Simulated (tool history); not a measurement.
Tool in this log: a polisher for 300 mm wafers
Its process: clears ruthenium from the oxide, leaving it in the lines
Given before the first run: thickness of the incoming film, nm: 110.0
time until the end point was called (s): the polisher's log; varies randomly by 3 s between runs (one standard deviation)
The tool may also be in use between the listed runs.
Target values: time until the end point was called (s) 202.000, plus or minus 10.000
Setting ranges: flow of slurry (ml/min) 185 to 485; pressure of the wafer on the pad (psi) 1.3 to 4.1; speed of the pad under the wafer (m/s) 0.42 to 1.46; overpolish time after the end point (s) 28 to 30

run,day,flow of slurry (ml/min),pressure of the wafer on the pad (psi),speed of the pad under the wafer (m/s),overpolish time after the end point (s),time until the end point was called (s)
1,0.000,310,2.7,0.94,28,92.989
2,0.125,310,2.7,1.14,28,74.334
3,0.412,310,2.7,1.28,28,67.870
4,0.779,310,2.7,1.28,28,68.071
5,1.125,370,2.7,1.28,28,68.776
6,1.396,370,2.7,1.38,28,61.826
7,1.596,370,2.6,1.30,28,69.352
8,1.650,345,1.9,1.04,28,115.170
9,1.971,345,1.8,1.00,28,128.020
10,2.283,340,1.3,0.76,28,224.440

Next run, 5 choices. One meets every target within its allowed miss, the rest don't. Which?
A,2.596,315,1.5,0.84,29,?
B,2.596,350,1.6,0.60,30,?
C,2.596,340,1.3,0.86,28,?
D,2.596,335,1.3,0.96,30,?
E,2.596,420,1.7,0.72,28,?

move,time until the end point was called (s)
A,180.230
B,232.410
C,200.510
D,180.430
E,182.070
A: carries the result that was furthest off beyond its target, to the other side
B: its largest miss is bigger than the last run's
C: meets every target
D: carries the result that was furthest off beyond its target, to the other side
E: carries the result that was furthest off beyond its target, to the other side
C meets every target.
